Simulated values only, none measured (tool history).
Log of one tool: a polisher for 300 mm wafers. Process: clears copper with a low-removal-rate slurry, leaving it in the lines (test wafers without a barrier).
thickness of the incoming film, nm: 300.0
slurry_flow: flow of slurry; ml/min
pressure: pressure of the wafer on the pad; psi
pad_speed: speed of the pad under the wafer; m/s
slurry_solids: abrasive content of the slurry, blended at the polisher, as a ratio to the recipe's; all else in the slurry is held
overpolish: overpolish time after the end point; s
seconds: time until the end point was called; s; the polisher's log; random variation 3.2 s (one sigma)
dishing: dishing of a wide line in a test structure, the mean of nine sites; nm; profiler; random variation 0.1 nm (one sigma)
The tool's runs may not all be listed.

run,hour,slurry_flow,pressure,pad_speed,slurry_solids,overpolish,seconds,dishing
1,0,310,2.1,1.16,1,13,116.17,17.054
2,4.1,310,2.1,1.16,1.1,13,109.82,17.045
3,8.4,310,2.1,1.16,1.1,17,114.21,20.088
4,9.2,310,2.5,1.16,1.1,17,93.364,22.317
5,18.3,300,2.4,1.04,1.2,14,107.46,18.912
6,22.8,300,2.4,1.04,1.4,14,99.677,19.39
7,27.4,335,2.1,1.04,1.3,12,116.72,16.134
8,28.7,360,1.9,1.06,1.15,10,132.42,12.574
9,33.8,370,1.8,1.06,1.15,9,139.76,11.39

Forecast run 10:
10,37.3,375,1.7,1.06,1.15,8,?,?

{"run 10": {"seconds": 144.06, "dishing": 9.8956}}
